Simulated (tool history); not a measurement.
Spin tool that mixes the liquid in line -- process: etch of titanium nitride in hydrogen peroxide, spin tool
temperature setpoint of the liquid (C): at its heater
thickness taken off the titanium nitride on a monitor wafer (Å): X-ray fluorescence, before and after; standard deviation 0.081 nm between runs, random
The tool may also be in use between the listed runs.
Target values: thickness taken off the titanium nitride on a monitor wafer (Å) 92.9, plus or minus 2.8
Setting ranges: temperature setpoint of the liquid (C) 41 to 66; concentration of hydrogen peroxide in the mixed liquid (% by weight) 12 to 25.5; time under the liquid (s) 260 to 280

run	hour	temperature setpoint of the liquid (C)	concentration of hydrogen peroxide in the mixed liquid (% by weight)	time under the liquid (s)	thickness taken off the titanium nitride on a monitor wafer (Å)
1	0	57	17.5	260	187.75
2	0.7	57	21	260	195.18
3	3.6	57	19	260	187.62
4	6.1	54.5	19	260	157.59
5	9.2	52.5	19	260	137.28
6	17.4	58.5	19	260	208.46
# hour 21.7: peroxide flow meter replaced
7	21.7	55.5	19	260	172.82
8	25.1	53	19	260	145.84
9	32.6	45	19	260	82.388
10	38.7	45.5	19	260	85.494
11	44.7	46	19	260	87.466

Which single option among these 5 for the next run brings every result within its allowed miss of target? Just one does.
A	50.7	44.5	19	260	?
B	50.7	45.5	18.5	265	?
C	50.7	46.5	21	260	?
D	50.7	44	25.5	260	?
E	50.7	44	19.5	280	?

move	thickness taken off the titanium nitride on a monitor wafer (Å)
A	79.14
B	86.409
C	93.806
D	81.231
E	82.553
A: misses by more than the last run did
B: misses by more than the last run did
C: meets every target
D: misses by more than the last run did
E: misses by more than the last run did
C is the move that brings every result within its allowed miss.
